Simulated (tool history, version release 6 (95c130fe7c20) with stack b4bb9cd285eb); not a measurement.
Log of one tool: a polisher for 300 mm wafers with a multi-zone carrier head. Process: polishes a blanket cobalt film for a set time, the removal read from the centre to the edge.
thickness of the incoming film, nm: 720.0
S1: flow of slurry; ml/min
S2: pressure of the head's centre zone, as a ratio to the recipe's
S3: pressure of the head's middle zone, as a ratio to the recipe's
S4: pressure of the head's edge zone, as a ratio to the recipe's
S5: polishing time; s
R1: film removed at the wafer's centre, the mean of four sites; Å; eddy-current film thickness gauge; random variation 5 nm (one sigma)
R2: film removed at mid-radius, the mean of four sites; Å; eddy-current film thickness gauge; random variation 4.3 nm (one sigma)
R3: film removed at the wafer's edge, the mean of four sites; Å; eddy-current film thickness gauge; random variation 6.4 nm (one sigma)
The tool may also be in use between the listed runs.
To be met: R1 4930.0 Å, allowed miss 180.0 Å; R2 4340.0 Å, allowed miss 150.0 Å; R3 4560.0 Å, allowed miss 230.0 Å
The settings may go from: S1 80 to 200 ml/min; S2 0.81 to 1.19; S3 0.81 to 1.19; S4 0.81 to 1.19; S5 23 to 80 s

run  hour   S1    S2    S3    S4  S5      R1      R2      R3
  1   0.0  130  1.00  1.00  1.00  51  2901.4  2833.0  2867.3
  2   5.6  130  1.00  1.00  0.94  51  2830.4  2847.9  2814.4
  3   8.8  135  1.02  1.00  0.98  56  3205.3  3196.0  3126.7
  4   9.8  135  1.02  1.00  1.06  56  3204.4  3100.8  3161.4
  5  16.2  135  1.09  1.00  1.06  56  3481.4  3095.4  3236.9
  6  19.0  135  1.10  1.00  1.08  60  3720.6  3392.0  3398.8
  7  22.2  135  1.10  1.00  1.08  60  3752.2  3303.9  3607.9
  8  31.0  170  1.16  1.09  1.18  69  4584.7  4180.6  4397.2
  9  39.1  175  1.17  1.09  1.18  69  4797.6  4289.1  4258.5

Which of these 4 next moves meets every target?
  A  47.2  140  1.16  1.15  1.16  75   ?   ?   ?
  B  47.2  145  1.15  1.15  1.13  75   ?   ?   ?
  C  47.2  180  1.11  0.99  1.15  75   ?   ?   ?
  D  47.2  185  1.19  1.15  1.15  74   ?   ?   ?

move      R1      R2      R3
   A  4922.7  4664.4  4475.8
   B  4908.8  4689.1  4433.1
   C  4897.0  4341.1  4579.3
   D  5208.4  4784.6  4522.1
A: brings the result that was furthest off to its target, and leaves another outside
B: brings the result that was furthest off to its target, and leaves another outside
C: meets every target
D: brings the result that was furthest off to its target, and leaves another outside
The right move is C.
